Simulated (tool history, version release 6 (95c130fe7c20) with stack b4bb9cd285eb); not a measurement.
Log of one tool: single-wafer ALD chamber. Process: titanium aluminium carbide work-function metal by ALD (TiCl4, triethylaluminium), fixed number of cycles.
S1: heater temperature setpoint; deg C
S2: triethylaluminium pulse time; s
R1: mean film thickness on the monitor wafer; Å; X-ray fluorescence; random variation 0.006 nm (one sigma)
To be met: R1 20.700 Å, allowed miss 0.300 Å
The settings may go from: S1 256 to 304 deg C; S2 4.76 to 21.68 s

Run 1, hour 0.0: S1 280 deg C, S2 13.22 s. Result: R1 19.317 Å.
Run 2, hour 3.4: S1 282 deg C, S2 13.37 s. Result: R1 19.487 Å.
Run 3, hour 12.0: S1 290 deg C, S2 13.37 s. Result: R1 20.272 Å.
Run 4, hour 19.7: S1 283 deg C, S2 13.37 s. Result: R1 19.654 Å.
Run 5, hour 25.1: S1 283 deg C, S2 16.09 s. Result: R1 19.721 Å.
Run 6, hour 32.8: S1 283 deg C, S2 19.51 s. Result: R1 19.739 Å.
Run 7, hour 38.6: S1 284 deg C, S2 19.54 s. Result: R1 19.812 Å.
Run 8, hour 42.5: S1 285 deg C, S2 19.56 s. Result: R1 19.907 Å.
Run 9, hour 47.7: S1 286 deg C, S2 19.58 s. Result: R1 20.083 Å.
Run 10, hour 56.4: S1 286 deg C, S2 19.58 s. Result: R1 19.955 Å.
Run 11, hour 62.0: S1 287 deg C, S2 19.60 s. Result: R1 20.269 Å.

Which of these 5 next moves meets every target?
Run A, hour 67.6: S1 291 deg C, S2 18.38 s. Result: R1 ?.
Run B, hour 67.6: S1 287 deg C, S2 19.22 s. Result: R1 ?.
Run C, hour 67.6: S1 287 deg C, S2 20.53 s. Result: R1 ?.
Run D, hour 67.6: S1 287 deg C, S2 21.18 s. Result: R1 ?.
Run E, hour 67.6: S1 287 deg C, S2 19.17 s. Result: R1 ?.

move      R1
   A  20.575
   B  20.169
   C  20.181
   D  20.186
   E  20.168
A: meets every target
B: further off than the last run
C: further off than the last run
D: further off than the last run
E: further off than the last run
The right move is A.
